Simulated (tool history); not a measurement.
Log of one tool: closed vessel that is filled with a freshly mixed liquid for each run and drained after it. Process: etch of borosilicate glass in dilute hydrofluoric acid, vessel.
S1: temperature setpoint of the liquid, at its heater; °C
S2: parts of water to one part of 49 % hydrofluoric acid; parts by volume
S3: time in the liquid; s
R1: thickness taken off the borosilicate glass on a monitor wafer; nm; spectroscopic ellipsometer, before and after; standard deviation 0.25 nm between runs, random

Run 1, hour 0.0: S1 24.0 °C, S2 60 parts by volume, S3 85 s. Result: R1 27.390 nm.
Run 2, hour 6.6: S1 26.0 °C, S2 55 parts by volume, S3 85 s. Result: R1 32.996 nm.
Run 3, hour 13.5: S1 27.5 °C, S2 55 parts by volume, S3 85 s. Result: R1 34.577 nm.
Run 4, hour 22.3: S1 27.5 °C, S2 55 parts by volume, S3 95 s. Result: R1 38.551 nm.
Run 5, hour 25.5: S1 28.5 °C, S2 50 parts by volume, S3 95 s. Result: R1 44.550 nm.
Run 6, hour 29.9: S1 28.5 °C, S2 60 parts by volume, S3 95 s. Result: R1 36.635 nm.

Estimate the outcome of run 7 from the log above:
Run 7, hour 32.6: S1 29.5 °C, S2 55 parts by volume, S3 95 s. Result: R1 ?.

{"run 7": {"R1": 42.161}}
